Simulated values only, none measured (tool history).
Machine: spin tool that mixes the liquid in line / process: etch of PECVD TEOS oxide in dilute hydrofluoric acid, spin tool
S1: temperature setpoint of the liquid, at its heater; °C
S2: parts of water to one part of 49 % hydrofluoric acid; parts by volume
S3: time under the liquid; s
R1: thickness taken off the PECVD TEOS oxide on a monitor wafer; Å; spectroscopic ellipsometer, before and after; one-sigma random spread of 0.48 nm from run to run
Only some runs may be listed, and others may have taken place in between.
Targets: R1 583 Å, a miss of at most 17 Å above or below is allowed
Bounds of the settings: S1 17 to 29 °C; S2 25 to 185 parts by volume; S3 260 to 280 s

run 1 hour=0 | S1=21 S2=105 S3=260 | R1=306.77
run 2 hour=2.1 | S1=23.5 S2=105 S3=260 | R1=334.19
run 3 hour=3 | S1=25 S2=95 S3=260 | R1=400.96
run 4 hour=5.2 | S1=26.5 S2=90 S3=260 | R1=455.09
run 5 hour=9.3 | S1=26.5 S2=90 S3=280 | R1=492.73
run 6 hour=18.1 | S1=26.5 S2=105 S3=280 | R1=415.16
run 7 hour=22.2 | S1=29 S2=80 S3=280 | R1=609.5
run 8 hour=27.9 | S1=28.5 S2=80 S3=280 | R1=602.56

Exercise: of the 5 proposed moves below, exactly one satisfies all targets within the stated allowed misses. Which move is it?
run A hour=33.6 | S1=27.5 S2=75 S3=280 | R1=?
run B hour=33.6 | S1=26 S2=70 S3=280 | R1=?
run C hour=33.6 | S1=23.5 S2=65 S3=280 | R1=?
run D hour=33.6 | S1=27 S2=75 S3=270 | R1=?
run E hour=33.6 | S1=29 S2=80 S3=280 | R1=?

move=A R1=613.92
move=B R1=623.93
move=C R1=611.06
move=D R1=580.45
move=E R1=606.17
A: lands further from the targets than the last run did
B: lands further from the targets than the last run did
C: lands further from the targets than the last run did
D: hits every target within its allowed miss
E: lands further from the targets than the last run did
Correct choice: D, which meets every target

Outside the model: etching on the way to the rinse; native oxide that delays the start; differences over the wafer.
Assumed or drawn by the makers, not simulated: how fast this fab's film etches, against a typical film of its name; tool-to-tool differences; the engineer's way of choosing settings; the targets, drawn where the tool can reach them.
